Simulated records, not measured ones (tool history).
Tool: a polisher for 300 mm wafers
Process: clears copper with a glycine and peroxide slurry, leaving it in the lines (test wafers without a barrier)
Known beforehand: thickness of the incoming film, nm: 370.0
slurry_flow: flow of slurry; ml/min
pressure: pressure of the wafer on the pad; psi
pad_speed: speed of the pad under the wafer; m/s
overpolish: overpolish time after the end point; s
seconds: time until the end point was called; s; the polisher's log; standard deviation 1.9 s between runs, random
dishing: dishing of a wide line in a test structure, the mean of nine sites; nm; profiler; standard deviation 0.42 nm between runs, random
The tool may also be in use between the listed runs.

{"run": 1, "hour": 0.0, "slurry_flow": 300, "pressure": 2.2, "pad_speed": 1.1, "overpolish": 14, "seconds": 74.163, "dishing": 51.95}
{"run": 2, "hour": 2.0, "slurry_flow": 295, "pressure": 1.9, "pad_speed": 1.06, "overpolish": 11, "seconds": 86.347, "dishing": 35.395}
{"run": 3, "hour": 6.1, "slurry_flow": 295, "pressure": 1.9, "pad_speed": 1.06, "overpolish": 17, "seconds": 86.795, "dishing": 52.807}
{"run": 4, "hour": 10.0, "slurry_flow": 330, "pressure": 1.9, "pad_speed": 1.06, "overpolish": 17, "seconds": 86.724, "dishing": 51.107}
{"run": 5, "hour": 11.0, "slurry_flow": 335, "pressure": 1.7, "pad_speed": 1.02, "overpolish": 14, "seconds": 94.208, "dishing": 40.584}
{"run": 6, "hour": 13.9, "slurry_flow": 335, "pressure": 1.5, "pad_speed": 0.98, "overpolish": 11, "seconds": 107.59, "dishing": 29.631}
{"run": 7, "hour": 18.2, "slurry_flow": 335, "pressure": 1.4, "pad_speed": 0.98, "overpolish": 9, "seconds": 114.67, "dishing": 23.77}
{"run": 8, "hour": 20.7, "slurry_flow": 335, "pressure": 1.2, "pad_speed": 1.0, "overpolish": 5, "seconds": 122.91, "dishing": 12.22}
{"run": 9, "hour": 25.7, "slurry_flow": 330, "pressure": 1.5, "pad_speed": 0.88, "overpolish": 8, "seconds": 114.36, "dishing": 21.916}
{"run": 10, "hour": 29.9, "slurry_flow": 330, "pressure": 1.4, "pad_speed": 0.9, "overpolish": 8, "seconds": 119.25, "dishing": 20.303}
{"run": 11, "hour": 32.6, "slurry_flow": 330, "pressure": 1.4, "pad_speed": 0.92, "overpolish": 8, "seconds": 119.72, "dishing": 19.84}
{"run": 12, "hour": 36.9, "slurry_flow": 330, "pressure": 1.3, "pad_speed": 0.92, "overpolish": 6, "seconds": 123.45, "dishing": 14.679}
{"run": 13, "hour": 45.9, "slurry_flow": 340, "pressure": 1.3, "pad_speed": 0.9, "overpolish": 6, "seconds": 128.86, "dishing": 14.266}
{"run": 14, "hour": 49.6, "slurry_flow": 330, "pressure": 1.3, "pad_speed": 0.88, "overpolish": 6, "seconds": 128.63, "dishing": 14.206}
{"run": 15, "hour": 54.0, "slurry_flow": 330, "pressure": 1.5, "pad_speed": 0.88, "overpolish": 10, "seconds": 117.16, "dishing": 25.288}

Estimate the outcome of run 16 from the log above:
{"run": 16, "hour": 62.0, "slurry_flow": 330, "pressure": 1.4, "pad_speed": 0.92, "overpolish": 9, "seconds": "?", "dishing": "?"}

{"run 16": {"seconds": 120.81, "dishing": 23.429}}

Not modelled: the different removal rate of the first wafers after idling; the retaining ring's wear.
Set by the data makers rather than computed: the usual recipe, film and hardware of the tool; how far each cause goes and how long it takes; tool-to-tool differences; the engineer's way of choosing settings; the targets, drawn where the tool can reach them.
